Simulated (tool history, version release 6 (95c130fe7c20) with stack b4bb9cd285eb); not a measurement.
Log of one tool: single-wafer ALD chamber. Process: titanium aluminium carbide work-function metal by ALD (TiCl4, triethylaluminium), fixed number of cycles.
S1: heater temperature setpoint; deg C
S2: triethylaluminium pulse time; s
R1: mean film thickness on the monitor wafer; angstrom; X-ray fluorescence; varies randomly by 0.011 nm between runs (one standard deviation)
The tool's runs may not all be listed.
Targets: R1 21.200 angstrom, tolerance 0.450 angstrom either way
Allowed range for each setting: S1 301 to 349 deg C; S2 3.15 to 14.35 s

| run | hour | S1 | S2 | R1 |
|---|---|---|---|---|
| 1 | 0.0 | 325 | 8.75 | 22.973 |
| 2 | 2.2 | 325 | 10.82 | 23.632 |
| 3 | 5.8 | 325 | 9.80 | 23.507 |
| 4 | 11.6 | 325 | 10.77 | 23.544 |
| 5 | 14.7 | 321 | 10.26 | 23.146 |
| 6 | 22.4 | 318 | 9.78 | 22.565 |
| 7 | 27.3 | 316 | 9.57 | 22.187 |
| 8 | 31.5 | 315 | 9.45 | 22.331 |
| 9 | 38.9 | 313 | 9.21 | 21.740 |
| 10 | 46.6 | 312 | 9.14 | 21.759 |
| 11 | 48.7 | 311 | 9.05 | 21.687 |

4 next moves are on the table. One of them brings every result within its allowed miss. Which?
| A | 50.8 | 316 | 11.15 | ? |
| B | 50.8 | 316 | 8.25 | ? |
| C | 50.8 | 309 | 7.91 | ? |
| D | 50.8 | 314 | 10.37 | ? |

| move | R1 |
|---|---|
| A | 22.809 |
| B | 22.172 |
| C | 21.340 |
| D | 22.465 |
A: misses by more than the last run did
B: misses by more than the last run did
C: all results in spec
D: misses by more than the last run did
The right move is C.

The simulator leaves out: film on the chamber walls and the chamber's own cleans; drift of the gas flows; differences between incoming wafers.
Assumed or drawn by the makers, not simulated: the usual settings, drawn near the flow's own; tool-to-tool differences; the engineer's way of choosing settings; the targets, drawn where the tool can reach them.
